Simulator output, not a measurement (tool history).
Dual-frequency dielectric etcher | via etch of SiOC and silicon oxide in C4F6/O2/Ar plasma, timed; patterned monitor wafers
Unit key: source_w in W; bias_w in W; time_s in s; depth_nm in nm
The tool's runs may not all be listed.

Run 1, hour 0.0: source_w 460 W, bias_w 190 W, time_s 83.5 s. Result: depth_nm 102.150 nm.
Run 2, hour 6.5: source_w 460 W, bias_w 190 W, time_s 83.5 s. Result: depth_nm 102.290 nm.
Run 3, hour 12.8: source_w 410 W, bias_w 175 W, time_s 83.5 s. Result: depth_nm 95.275 nm.
Run 4, hour 13.4: source_w 370 W, bias_w 175 W, time_s 83.5 s. Result: depth_nm 93.023 nm.
Run 5, hour 16.2: source_w 410 W, bias_w 175 W, time_s 83.5 s. Result: depth_nm 95.943 nm.
Run 6, hour 23.9: source_w 370 W, bias_w 163 W, time_s 83.5 s. Result: depth_nm 91.319 nm.

What will run 7 give?
Run 7, hour 31.2: source_w 340 W, bias_w 154 W, time_s 83.5 s. Result: depth_nm ?.

depth_nm: 87.018 nm

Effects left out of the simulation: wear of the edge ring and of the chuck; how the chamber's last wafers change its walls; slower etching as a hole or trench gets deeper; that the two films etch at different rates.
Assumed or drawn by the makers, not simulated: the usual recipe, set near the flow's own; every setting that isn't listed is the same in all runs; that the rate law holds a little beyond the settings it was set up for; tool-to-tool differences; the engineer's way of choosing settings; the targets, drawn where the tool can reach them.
